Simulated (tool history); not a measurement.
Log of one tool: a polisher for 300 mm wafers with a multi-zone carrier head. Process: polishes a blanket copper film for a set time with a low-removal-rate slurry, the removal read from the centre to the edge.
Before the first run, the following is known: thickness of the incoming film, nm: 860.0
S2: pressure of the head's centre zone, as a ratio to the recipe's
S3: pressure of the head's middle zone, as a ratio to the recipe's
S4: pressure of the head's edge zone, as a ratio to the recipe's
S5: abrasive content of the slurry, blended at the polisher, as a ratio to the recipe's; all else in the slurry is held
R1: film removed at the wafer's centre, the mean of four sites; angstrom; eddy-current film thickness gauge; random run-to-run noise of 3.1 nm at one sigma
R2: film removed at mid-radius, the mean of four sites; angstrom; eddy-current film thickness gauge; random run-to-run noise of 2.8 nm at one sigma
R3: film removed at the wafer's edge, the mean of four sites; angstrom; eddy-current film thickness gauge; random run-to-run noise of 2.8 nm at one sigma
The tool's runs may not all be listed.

run 1 hour=0 | flow_of_slurry_(ml/min)=230 S2=1 S3=1 S4=1 S5=1 polishing_time_(s)=74 | R1=2614.2 R2=2657.5 R3=2629.6
run 2 hour=3.7 | flow_of_slurry_(ml/min)=230 S2=1 S3=1 S4=1 S5=0.85 polishing_time_(s)=74 | R1=2450.8 R2=2534 R3=2539.2
run 3 hour=12.1 | flow_of_slurry_(ml/min)=230 S2=1 S3=1 S4=1 S5=0.95 polishing_time_(s)=74 | R1=2589.9 R2=2623.2 R3=2602
run 4 hour=15.4 | flow_of_slurry_(ml/min)=235 S2=0.99 S3=1.01 S4=1.03 S5=1.05 polishing_time_(s)=75 | R1=2689.3 R2=2756.6 R3=2796.4
run 5 hour=19.4 | flow_of_slurry_(ml/min)=185 S2=0.99 S3=1.01 S4=1.03 S5=1.05 polishing_time_(s)=75 | R1=2529.6 R2=2603.8 R3=2716.2
run 6 hour=24.7 | flow_of_slurry_(ml/min)=185 S2=1.07 S3=1.01 S4=1.03 S5=1.05 polishing_time_(s)=75 | R1=2763.1 R2=2619.9 R3=2677.3
run 7 hour=27.2 | flow_of_slurry_(ml/min)=205 S2=1.06 S3=1.03 S4=1.06 S5=1.1 polishing_time_(s)=75 | R1=2809.1 R2=2762 R3=2827.3
run 8 hour=33.8 | flow_of_slurry_(ml/min)=225 S2=1.06 S3=1.05 S4=1.08 S5=1.1 polishing_time_(s)=75 | R1=2903.8 R2=2850.3 R3=2860.1

Estimate the outcome of run 9 from the log above:
run 9 hour=41.3 | flow_of_slurry_(ml/min)=240 S2=1.04 S3=1.06 S4=1.1 S5=1.15 polishing_time_(s)=75 | R1=? R2=? R3=?

R1: 2936.3 angstrom
R2: 2937.2 angstrom
R3: 2954.7 angstrom
